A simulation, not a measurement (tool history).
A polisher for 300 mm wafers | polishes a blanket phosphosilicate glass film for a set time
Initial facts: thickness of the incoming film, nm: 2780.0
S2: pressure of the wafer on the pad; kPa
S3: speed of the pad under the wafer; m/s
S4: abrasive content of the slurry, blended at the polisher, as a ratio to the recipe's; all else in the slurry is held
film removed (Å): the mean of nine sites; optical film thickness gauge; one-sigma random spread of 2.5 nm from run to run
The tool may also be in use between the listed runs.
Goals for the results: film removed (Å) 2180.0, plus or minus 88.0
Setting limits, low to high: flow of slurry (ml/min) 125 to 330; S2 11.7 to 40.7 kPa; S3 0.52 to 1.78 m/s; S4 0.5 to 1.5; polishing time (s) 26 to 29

Run 1, day 0.000: flow of slurry (ml/min) 210, S2 26.2 kPa, S3 1.14 m/s, S4 1.0, polishing time (s) 29. Result: film removed (Å) 3682.9.
Run 2, day 0.083: flow of slurry (ml/min) 210, S2 23.4 kPa, S3 1.14 m/s, S4 1.0, polishing time (s) 29. Result: film removed (Å) 3298.6.
Run 3, day 0.354: flow of slurry (ml/min) 210, S2 21.4 kPa, S3 1.14 m/s, S4 1.0, polishing time (s) 29. Result: film removed (Å) 2993.8.
Run 4, day 0.588: flow of slurry (ml/min) 240, S2 21.4 kPa, S3 1.14 m/s, S4 1.0, polishing time (s) 29. Result: film removed (Å) 3139.8.
Run 5, day 0.658: flow of slurry (ml/min) 205, S2 21.4 kPa, S3 1.14 m/s, S4 1.0, polishing time (s) 29. Result: film removed (Å) 3047.1.
Run 6, day 0.696: flow of slurry (ml/min) 205, S2 21.4 kPa, S3 1.14 m/s, S4 1.0, polishing time (s) 26. Result: film removed (Å) 2717.6.
Run 7, day 1.058: flow of slurry (ml/min) 195, S2 20.7 kPa, S3 1.14 m/s, S4 1.0, polishing time (s) 26. Result: film removed (Å) 2641.1.
Run 8, day 1.375: flow of slurry (ml/min) 190, S2 20.0 kPa, S3 1.14 m/s, S4 1.0, polishing time (s) 26. Result: film removed (Å) 2520.9.
Run 9, day 1.600: flow of slurry (ml/min) 180, S2 19.3 kPa, S3 1.14 m/s, S4 1.0, polishing time (s) 26. Result: film removed (Å) 2423.5.
Run 10, day 1.938: flow of slurry (ml/min) 175, S2 19.3 kPa, S3 1.14 m/s, S4 1.0, polishing time (s) 26. Result: film removed (Å) 2414.6.
Run 11, day 1.962: flow of slurry (ml/min) 170, S2 19.3 kPa, S3 1.14 m/s, S4 1.0, polishing time (s) 26. Result: film removed (Å) 2340.6.
Run 12, day 2.292: flow of slurry (ml/min) 165, S2 19.3 kPa, S3 1.14 m/s, S4 1.0, polishing time (s) 26. Result: film removed (Å) 2385.3.
Run 13, day 2.321: flow of slurry (ml/min) 160, S2 19.3 kPa, S3 1.14 m/s, S4 1.0, polishing time (s) 26. Result: film removed (Å) 2415.0.
Run 14, day 2.496: flow of slurry (ml/min) 160, S2 18.6 kPa, S3 1.14 m/s, S4 1.0, polishing time (s) 26. Result: film removed (Å) 2280.4.
Run 15, day 2.738: flow of slurry (ml/min) 155, S2 18.6 kPa, S3 1.14 m/s, S4 1.0, polishing time (s) 26. Result: film removed (Å) 2267.5.
Run 16, day 3.104: flow of slurry (ml/min) 150, S2 18.6 kPa, S3 1.14 m/s, S4 1.0, polishing time (s) 26. Result: film removed (Å) 2259.9.

Consider the 4 candidate settings below. Which is the only one whose results all fall within their allowed miss of target?
Run A, day 3.471: flow of slurry (ml/min) 245, S2 16.5 kPa, S3 1.14 m/s, S4 1.1, polishing time (s) 26. Result: film removed (Å) ?.
Run B, day 3.471: flow of slurry (ml/min) 130, S2 17.2 kPa, S3 1.24 m/s, S4 1.1, polishing time (s) 27. Result: film removed (Å) ?.
Run C, day 3.471: flow of slurry (ml/min) 175, S2 15.9 kPa, S3 1.26 m/s, S4 1.0, polishing time (s) 26. Result: film removed (Å) ?.
Run D, day 3.471: flow of slurry (ml/min) 145, S2 21.4 kPa, S3 1.14 m/s, S4 0.9, polishing time (s) 26. Result: film removed (Å) ?.

move  film removed (Å)
   A            2357.0
   B            2420.9
   C            2194.1
   D            2367.4
A: misses by more than the last run did
B: misses by more than the last run did
C: every result within its allowed miss
D: misses by more than the last run did
Move C is the one to make.

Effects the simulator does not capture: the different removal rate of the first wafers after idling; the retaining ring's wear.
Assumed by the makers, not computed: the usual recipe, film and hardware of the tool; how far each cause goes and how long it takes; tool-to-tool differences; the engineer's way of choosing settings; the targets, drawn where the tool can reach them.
